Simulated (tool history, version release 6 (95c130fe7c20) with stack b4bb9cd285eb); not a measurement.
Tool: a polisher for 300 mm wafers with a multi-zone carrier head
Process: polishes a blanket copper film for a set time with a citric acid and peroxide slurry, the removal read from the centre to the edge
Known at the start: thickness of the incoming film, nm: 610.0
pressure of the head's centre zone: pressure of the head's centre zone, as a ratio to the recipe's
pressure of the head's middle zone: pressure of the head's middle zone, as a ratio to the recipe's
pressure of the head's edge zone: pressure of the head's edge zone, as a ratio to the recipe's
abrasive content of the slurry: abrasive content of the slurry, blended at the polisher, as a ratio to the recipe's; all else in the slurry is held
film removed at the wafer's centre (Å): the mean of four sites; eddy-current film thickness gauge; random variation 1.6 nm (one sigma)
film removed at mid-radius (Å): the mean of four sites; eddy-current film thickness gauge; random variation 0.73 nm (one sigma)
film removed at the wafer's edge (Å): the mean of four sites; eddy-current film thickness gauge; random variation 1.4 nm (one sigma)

run    day  flow of slurry (ml/min)  pressure of the head's centre zone  pressure of the head's middle zone  pressure of the head's edge zone  abrasive content of the slurry  polishing time (s)  film removed at the wafer's centre (Å)  film removed at mid-radius (Å)  film removed at the wafer's edge (Å)
  1      0                      280                                   1                                   1                                 1                               1                  41                                    1395                          1325.7                                1338.5
  2  0.062                      280                                0.99                                0.99                              0.97                             0.9                  40                                  1326.9                          1273.1                                1279.7
  3    0.3                      280                                0.99                                0.99                                 1                             0.9                  40                                  1337.2                          1270.6                                1287.9
  4  0.383                      280                                0.99                                0.99                                 1                             0.9                  34                                  1143.8                          1084.1                                1065.6
  5  0.617                      280                                0.99                                0.99                                 1                             0.9                  42                                  1371.8                          1329.4                                1337.4
  6  0.788                      280                                0.99                                0.98                                 1                             0.8                  40                                    1288                          1249.3                                1235.9

The next listed run, before its measurement:
  7  0.933                      280                                0.99                                0.96                                 1                            0.75                  39                                       ?                               ?                                     ?

film removed at the wafer's centre (Å): 1223.4
film removed at mid-radius (Å): 1174.9
film removed at the wafer's edge (Å): 1234
